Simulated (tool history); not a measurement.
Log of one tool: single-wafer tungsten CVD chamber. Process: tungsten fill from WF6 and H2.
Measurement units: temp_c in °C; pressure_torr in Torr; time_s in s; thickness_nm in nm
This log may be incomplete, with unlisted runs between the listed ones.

run 1 hour=0 | temp_c=395 pressure_torr=50.6 time_s=34.9 | thickness_nm=124.13
run 2 hour=8.6 | temp_c=395 pressure_torr=50.6 time_s=34.9 | thickness_nm=124.88
run 3 hour=9.4 | temp_c=392 pressure_torr=50.4 time_s=34.9 | thickness_nm=117.66
run 4 hour=16.5 | temp_c=392 pressure_torr=50.4 time_s=36 | thickness_nm=122.04
run 5 hour=18.9 | temp_c=402 pressure_torr=50.4 time_s=36 | thickness_nm=142.8
run 6 hour=23.4 | temp_c=402 pressure_torr=58 time_s=36 | thickness_nm=154.59
run 7 hour=25.8 | temp_c=397 pressure_torr=57.3 time_s=36 | thickness_nm=139.54
run 8 hour=31.9 | temp_c=393 pressure_torr=57 time_s=36 | thickness_nm=131.41
run 9 hour=40.5 | temp_c=390 pressure_torr=56.7 time_s=36 | thickness_nm=124.81
run 10 hour=46.9 | temp_c=387 pressure_torr=56.4 time_s=36 | thickness_nm=118.65

For run 11, what comes out?
run 11 hour=52.3 | temp_c=385 pressure_torr=56.2 time_s=36 | thickness_nm=?

Run 11 yielded thickness_nm 113.08 nm.

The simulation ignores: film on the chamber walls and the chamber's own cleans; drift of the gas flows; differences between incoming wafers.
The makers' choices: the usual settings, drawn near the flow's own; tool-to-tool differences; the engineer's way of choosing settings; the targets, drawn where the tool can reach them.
